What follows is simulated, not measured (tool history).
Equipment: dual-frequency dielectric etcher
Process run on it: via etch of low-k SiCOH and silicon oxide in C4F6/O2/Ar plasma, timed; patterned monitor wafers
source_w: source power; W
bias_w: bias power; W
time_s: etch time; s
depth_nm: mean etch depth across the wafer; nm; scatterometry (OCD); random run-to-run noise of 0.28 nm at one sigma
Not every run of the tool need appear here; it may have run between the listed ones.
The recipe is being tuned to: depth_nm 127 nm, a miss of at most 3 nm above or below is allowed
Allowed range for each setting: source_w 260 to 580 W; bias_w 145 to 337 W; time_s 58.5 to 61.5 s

run 1 hour=0 | source_w=420 bias_w=241 time_s=58.5 | depth_nm=163.23
run 2 hour=8.6 | source_w=490 bias_w=241 time_s=58.5 | depth_nm=179.42
run 3 hour=14.4 | source_w=490 bias_w=219 time_s=58.5 | depth_nm=172.5
run 4 hour=16.5 | source_w=490 bias_w=219 time_s=61.5 | depth_nm=180.97
run 5 hour=21.5 | source_w=430 bias_w=200 time_s=61 | depth_nm=160.33
run 6 hour=28.8 | source_w=430 bias_w=200 time_s=58.5 | depth_nm=153.26
run 7 hour=33.6 | source_w=430 bias_w=200 time_s=58.5 | depth_nm=153.33
run 8 hour=37.6 | source_w=350 bias_w=152 time_s=58.5 | depth_nm=119.31
run 9 hour=46 | source_w=360 bias_w=153 time_s=58.5 | depth_nm=121.9

4 candidate next runs follow, results not yet known. Just one meets every target within its allowed miss. Identify it.
run A hour=54.4 | source_w=340 bias_w=145 time_s=60 | depth_nm=?
run B hour=54.4 | source_w=340 bias_w=145 time_s=58.5 | depth_nm=?
run C hour=54.4 | source_w=330 bias_w=170 time_s=61.5 | depth_nm=?
run D hour=54.4 | source_w=360 bias_w=146 time_s=58.5 | depth_nm=?

move=A depth_nm=116.86
move=B depth_nm=113.94
move=C depth_nm=125.67
move=D depth_nm=119.1
A: its largest miss is bigger than the last run's
B: its largest miss is bigger than the last run's
C: all results land within tolerance of their targets
D: its largest miss is bigger than the last run's
C is the move that brings every result within its allowed miss.

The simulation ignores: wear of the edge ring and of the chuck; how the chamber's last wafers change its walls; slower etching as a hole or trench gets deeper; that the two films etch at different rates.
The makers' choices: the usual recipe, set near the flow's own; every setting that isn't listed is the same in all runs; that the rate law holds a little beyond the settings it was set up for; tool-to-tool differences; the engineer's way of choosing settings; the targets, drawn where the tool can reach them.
